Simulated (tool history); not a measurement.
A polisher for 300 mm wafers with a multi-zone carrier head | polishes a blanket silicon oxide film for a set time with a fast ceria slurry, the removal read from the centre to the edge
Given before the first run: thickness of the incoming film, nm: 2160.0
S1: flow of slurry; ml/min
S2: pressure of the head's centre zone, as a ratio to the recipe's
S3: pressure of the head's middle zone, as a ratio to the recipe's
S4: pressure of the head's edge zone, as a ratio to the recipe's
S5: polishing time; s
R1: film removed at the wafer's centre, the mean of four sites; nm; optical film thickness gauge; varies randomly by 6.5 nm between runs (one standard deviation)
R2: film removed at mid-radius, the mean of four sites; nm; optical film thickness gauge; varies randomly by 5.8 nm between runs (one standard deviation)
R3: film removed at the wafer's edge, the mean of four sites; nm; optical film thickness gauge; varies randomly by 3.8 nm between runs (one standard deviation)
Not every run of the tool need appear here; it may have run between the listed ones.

Run 1, day 0: S1 295 ml/min, S2 1, S3 1, S4 1, S5 47 s. Result: R1 481.91 nm, R2 503.66 nm, R3 488.82 nm.
Run 2, day 0.283: S1 295 ml/min, S2 1.01, S3 0.99, S4 0.97, S5 46 s. Result: R1 481.74 nm, R2 462.37 nm, R3 467.99 nm.
Run 3, day 0.367: S1 295 ml/min, S2 1.01, S3 1.01, S4 0.94, S5 46 s. Result: R1 488.14 nm, R2 488.47 nm, R3 458.61 nm.
Run 4, day 0.554: S1 295 ml/min, S2 0.94, S3 1.01, S4 0.94, S5 46 s. Result: R1 448.75 nm, R2 473.29 nm, R3 460.16 nm.
Run 5, day 0.783: S1 295 ml/min, S2 0.95, S3 1.01, S4 0.92, S5 46 s. Result: R1 458.25 nm, R2 486.11 nm, R3 448.04 nm.
Run 6, day 0.962: S1 295 ml/min, S2 0.96, S3 1, S4 0.9, S5 46 s. Result: R1 457.33 nm, R2 477.52 nm, R3 454.09 nm.

For run 7, what comes out?
Run 7, day 1: S1 295 ml/min, S2 0.98, S3 1, S4 0.89, S5 45 s. Result: R1 ?, R2 ?, R3 ?.

{"run 7": {"R1": 454.73, "R2": 472.73, "R3": 436.71}}
